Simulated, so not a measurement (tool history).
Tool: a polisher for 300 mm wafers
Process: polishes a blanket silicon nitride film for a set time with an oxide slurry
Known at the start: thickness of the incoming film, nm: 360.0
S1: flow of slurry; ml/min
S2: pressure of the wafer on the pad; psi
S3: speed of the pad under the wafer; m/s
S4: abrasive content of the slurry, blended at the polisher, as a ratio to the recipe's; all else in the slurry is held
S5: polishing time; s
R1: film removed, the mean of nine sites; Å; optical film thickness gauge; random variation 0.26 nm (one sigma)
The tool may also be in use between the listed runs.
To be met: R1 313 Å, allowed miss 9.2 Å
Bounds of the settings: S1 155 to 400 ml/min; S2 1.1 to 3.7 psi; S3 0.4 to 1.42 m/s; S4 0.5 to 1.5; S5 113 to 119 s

run,hour,S1,S2,S3,S4,S5,R1
1,0,255,2.4,0.9,1,113,512.48
2,3,255,2.2,0.9,1,113,474.08
3,5.1,255,2,0.9,1,113,432.1
4,12.9,255,2,0.9,1,119,447.62
5,20.4,255,2,1.12,1,119,531.44
6,23.2,255,1.9,1.1,1,119,490.9
# hour 25.4: head pressure recalibrated
7,25.4,245,1.3,1,1,119,292.66
8,29.8,250,1.3,1,1,119,290.81
9,35.5,255,1.3,1,1,119,293.2

Which of these 4 next moves meets every target?
A,41.2,260,1.9,0.7,1.05,119,?
B,41.2,250,1.4,1.04,0.95,119,?
C,41.2,245,1.7,0.9,0.75,115,?
D,41.2,280,1.5,0.96,1.05,119,?

move,R1
A,338.95
B,311.22
C,281.75
D,335.19
A: takes the result that was furthest off past its target
B: meets every target
C: further off than the last run
D: takes the result that was furthest off past its target
Answer: B
